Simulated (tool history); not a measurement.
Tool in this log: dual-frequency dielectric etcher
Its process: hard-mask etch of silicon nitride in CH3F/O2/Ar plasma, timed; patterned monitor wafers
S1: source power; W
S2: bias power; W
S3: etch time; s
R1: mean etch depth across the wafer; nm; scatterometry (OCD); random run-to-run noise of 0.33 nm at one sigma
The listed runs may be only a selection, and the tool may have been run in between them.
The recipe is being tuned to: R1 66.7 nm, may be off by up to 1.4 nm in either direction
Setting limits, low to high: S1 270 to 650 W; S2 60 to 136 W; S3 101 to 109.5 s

| run | hour | S1 | S2 | S3 | R1 |
|---|---|---|---|---|---|
| 1 | 0 | 460 | 98 | 109.5 | 84.861 |
| 2 | 5.2 | 460 | 98 | 101 | 78.345 |
| 3 | 14.2 | 440 | 97 | 101 | 76.429 |
| 4 | 21.4 | 440 | 107 | 101 | 78.422 |
| 5 | 23.7 | 380 | 107 | 101 | 73.801 |
| 6 | 29 | 380 | 107 | 109.5 | 80.894 |
| 7 | 36.3 | 370 | 104 | 109 | 78.544 |
| 8 | 40.7 | 360 | 102 | 108.5 | 76.622 |
| 9 | 48.2 | 350 | 100 | 108.5 | 75.155 |
| 10 | 53.5 | 340 | 99 | 108.5 | 74.572 |
| 11 | 58.4 | 270 | 81 | 106 | 60.506 |
| 12 | 64 | 280 | 81 | 106 | 62.482 |
| 13 | 67.9 | 290 | 81 | 106 | 62.512 |
| 14 | 70.2 | 370 | 85 | 106.5 | 71.834 |

Exercise: of the 4 proposed moves below, exactly one satisfies all targets within the stated allowed misses. Which move is it?
| A | 72.5 | 330 | 81 | 109.5 | ? |
| B | 72.5 | 390 | 79 | 109.5 | ? |
| C | 72.5 | 390 | 84 | 101 | ? |
| D | 72.5 | 350 | 80 | 102 | ? |

| move | R1 |
|---|---|
| A | 68.976 |
| B | 74.005 |
| C | 69.426 |
| D | 65.817 |
A: nearer than the last run, and not there yet
B: misses by more than the last run did
C: nearer than the last run, and not there yet
D: every result lands within tolerance
Go with D: it meets all targets.
